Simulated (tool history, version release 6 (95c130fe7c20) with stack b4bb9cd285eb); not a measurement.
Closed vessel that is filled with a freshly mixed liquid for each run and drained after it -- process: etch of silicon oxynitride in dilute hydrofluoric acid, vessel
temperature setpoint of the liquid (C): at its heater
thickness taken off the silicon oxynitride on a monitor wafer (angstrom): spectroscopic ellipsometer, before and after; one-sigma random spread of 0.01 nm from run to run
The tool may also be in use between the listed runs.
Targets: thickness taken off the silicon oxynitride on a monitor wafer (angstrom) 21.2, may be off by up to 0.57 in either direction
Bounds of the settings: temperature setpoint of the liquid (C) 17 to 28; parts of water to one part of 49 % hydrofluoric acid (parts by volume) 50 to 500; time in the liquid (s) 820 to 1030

run  hour  temperature setpoint of the liquid (C)  parts of water to one part of 49 % hydrofluoric acid (parts by volume)  time in the liquid (s)  thickness taken off the silicon oxynitride on a monitor wafer (angstrom)
  1     0                                      20                                                                     275                    1030                                                                    41.518
  2     2                                      19                                                                     315                    1025                                                                    33.428
  3   4.8                                      19                                                                     260                    1025                                                                    42.271
  4  10.1                                    18.5                                                                     305                    1020                                                                    33.881
  5  15.2                                      18                                                                     335                    1020                                                                    29.771
  6  19.9                                      18                                                                     300                    1020                                                                    33.845
  7  27.1                                    17.5                                                                     335                    1020                                                                    28.931
  8  34.3                                    17.5                                                                     360                    1020                                                                    26.642
  9  38.9                                    17.5                                                                     375                    1020                                                                    25.268
 10  47.4                                    17.5                                                                     390                    1020                                                                    24.229
 11    54                                    17.5                                                                     400                    1020                                                                    23.498
 12    60                                    17.5                                                                     405                    1020                                                                    23.023
 13  64.6                                    17.5                                                                     410                    1020                                                                     22.72
 14  68.7                                    17.5                                                                     415                    1020                                                                    22.235

Which of these 4 next moves meets every target?
  A  72.8                                      17                                                                     375                     875                                                                         ?
  B  72.8                                      17                                                                     420                     930                                                                         ?
  C  72.8                                    17.5                                                                     375                     945                                                                         ?
  D  72.8                                      17                                                                     410                     905                                                                         ?

move  thickness taken off the silicon oxynitride on a monitor wafer (angstrom)
   A                                                                    21.444
   B                                                                    19.888
   C                                                                     23.68
   D                                                                    19.926
A: all results land within tolerance of their targets
B: moves the result that the last run missed by most past its target, out the other side
C: moves away from the targets compared with the last run
D: moves the result that the last run missed by most past its target, out the other side
The right move is A.

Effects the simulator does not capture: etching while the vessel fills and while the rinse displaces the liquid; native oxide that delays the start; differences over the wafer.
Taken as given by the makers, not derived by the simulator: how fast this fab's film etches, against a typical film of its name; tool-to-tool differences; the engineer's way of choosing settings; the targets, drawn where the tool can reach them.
